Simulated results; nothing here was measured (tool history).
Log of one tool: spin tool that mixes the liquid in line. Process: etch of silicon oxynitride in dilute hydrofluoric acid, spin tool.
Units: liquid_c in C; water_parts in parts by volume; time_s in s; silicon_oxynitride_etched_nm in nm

run    day  liquid_c  water_parts  time_s  silicon_oxynitride_etched_nm
  1      0        26           75      70                        1.9474
  2  0.125      25.5           75      70                        1.8922
  3  0.212      25.5           95      70                        1.4773
  4  0.242      25.5           95      50                         1.049
  5    0.6        27           95      50                        1.1187
  6   0.75        27           90      50                        1.1941
  7  0.808        26           85      50                        1.2104
  8  0.938      27.5           85      50                        1.3078
  9  0.962      27.5           80      50                         1.388

Forecast run 10:
 10  1.167        27           70      50                             ?

{"run 10": {"silicon_oxynitride_etched_nm": 1.5673}}
